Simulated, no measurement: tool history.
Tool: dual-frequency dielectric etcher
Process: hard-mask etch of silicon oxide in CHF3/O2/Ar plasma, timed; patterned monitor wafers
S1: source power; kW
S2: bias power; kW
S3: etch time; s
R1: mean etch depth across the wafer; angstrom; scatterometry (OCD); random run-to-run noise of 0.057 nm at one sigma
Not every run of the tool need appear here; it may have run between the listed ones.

| run | hour | S1 | S2 | S3 | R1 |
|---|---|---|---|---|---|
| 1 | 0 | 0.77 | 0.193 | 14.5 | 298.18 |
| 2 | 8 | 0.77 | 0.193 | 14.5 | 299.24 |
| 3 | 15.2 | 0.65 | 0.193 | 14.5 | 278.31 |
| 4 | 18.2 | 0.62 | 0.186 | 14.5 | 269.17 |
| 5 | 18.9 | 0.62 | 0.186 | 14.5 | 268.28 |
|  | 22.1 | source power generator calibrated |
| 6 | 22.1 | 0.62 | 0.201 | 14.5 | 280.99 |

Run 7, settings as shown, results not yet in. Your forecast:
| 7 | 27.9 | 0.62 | 0.201 | 14.5 | ? |

{"run 7": {"R1": 282.22}}

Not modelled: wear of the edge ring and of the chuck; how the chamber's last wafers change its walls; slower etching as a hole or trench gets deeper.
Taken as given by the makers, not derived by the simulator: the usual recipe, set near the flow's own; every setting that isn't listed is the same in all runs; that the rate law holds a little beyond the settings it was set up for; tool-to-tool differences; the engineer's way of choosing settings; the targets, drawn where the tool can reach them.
